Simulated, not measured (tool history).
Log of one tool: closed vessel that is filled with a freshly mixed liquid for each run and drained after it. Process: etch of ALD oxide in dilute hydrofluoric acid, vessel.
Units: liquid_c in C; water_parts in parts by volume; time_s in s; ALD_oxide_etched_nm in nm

| run | hour | liquid_c | water_parts | time_s | ALD_oxide_etched_nm |
|---|---|---|---|---|---|
| 1 | 0.0 | 24.0 | 150 | 320 | 22.733 |
| 2 | 6.6 | 24.0 | 150 | 340 | 24.190 |
| 3 | 8.9 | 24.0 | 185 | 340 | 19.061 |
| 4 | 10.4 | 26.0 | 145 | 340 | 27.462 |
| 5 | 11.9 | 26.0 | 110 | 340 | 37.427 |
| 6 | 14.7 | 23.5 | 110 | 340 | 34.285 |
| 7 | 15.2 | 25.5 | 95 | 340 | 43.648 |
| 8 | 16.4 | 27.0 | 85 | 340 | 52.717 |
| 9 | 21.2 | 27.0 | 85 | 340 | 51.931 |
| 10 | 25.6 | 28.5 | 80 | 340 | 59.186 |

Forecast run 11:
| 11 | 32.9 | 29.5 | 80 | 340 | ? |

{"run 11": {"ALD_oxide_etched_nm": 61.452}}
